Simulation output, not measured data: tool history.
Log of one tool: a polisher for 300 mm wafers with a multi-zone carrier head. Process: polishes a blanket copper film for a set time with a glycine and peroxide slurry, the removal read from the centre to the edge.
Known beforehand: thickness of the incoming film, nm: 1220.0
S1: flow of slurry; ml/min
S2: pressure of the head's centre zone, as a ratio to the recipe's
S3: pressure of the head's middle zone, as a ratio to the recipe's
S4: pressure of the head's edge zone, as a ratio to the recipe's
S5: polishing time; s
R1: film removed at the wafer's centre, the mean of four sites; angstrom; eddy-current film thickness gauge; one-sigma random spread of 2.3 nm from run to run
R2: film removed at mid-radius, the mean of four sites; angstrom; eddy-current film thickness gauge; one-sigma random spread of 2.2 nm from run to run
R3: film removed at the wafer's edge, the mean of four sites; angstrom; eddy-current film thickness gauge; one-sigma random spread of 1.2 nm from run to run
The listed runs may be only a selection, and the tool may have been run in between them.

Run 1, hour 0.0: S1 150 ml/min, S2 1.00, S3 1.00, S4 1.00, S5 47 s. Result: R1 1494.4 angstrom, R2 1395.8 angstrom, R3 1405.3 angstrom.
Run 2, hour 6.6: S1 150 ml/min, S2 1.00, S3 0.97, S4 1.00, S5 47 s. Result: R1 1501.7 angstrom, R2 1382.9 angstrom, R3 1384.9 angstrom.
Run 3, hour 13.5: S1 150 ml/min, S2 1.00, S3 0.97, S4 0.92, S5 47 s. Result: R1 1438.3 angstrom, R2 1410.9 angstrom, R3 1352.0 angstrom.
Run 4, hour 21.2: S1 150 ml/min, S2 1.03, S3 0.97, S4 0.92, S5 47 s. Result: R1 1512.4 angstrom, R2 1369.8 angstrom, R3 1347.0 angstrom.
Run 5, hour 26.3: S1 180 ml/min, S2 1.03, S3 0.97, S4 0.92, S5 47 s. Result: R1 1586.8 angstrom, R2 1436.1 angstrom, R3 1367.9 angstrom.
Run 6, hour 27.7: S1 180 ml/min, S2 1.03, S3 1.05, S4 0.92, S5 47 s. Result: R1 1566.9 angstrom, R2 1509.0 angstrom, R3 1371.1 angstrom.

Predict the results of run 7:
Run 7, hour 35.7: S1 180 ml/min, S2 1.02, S3 1.04, S4 0.94, S5 48 s. Result: R1 ?, R2 ?, R3 ?.

Run 7 gave R1 1595.2 angstrom, R2 1547.2 angstrom, R3 1420.2 angstrom.
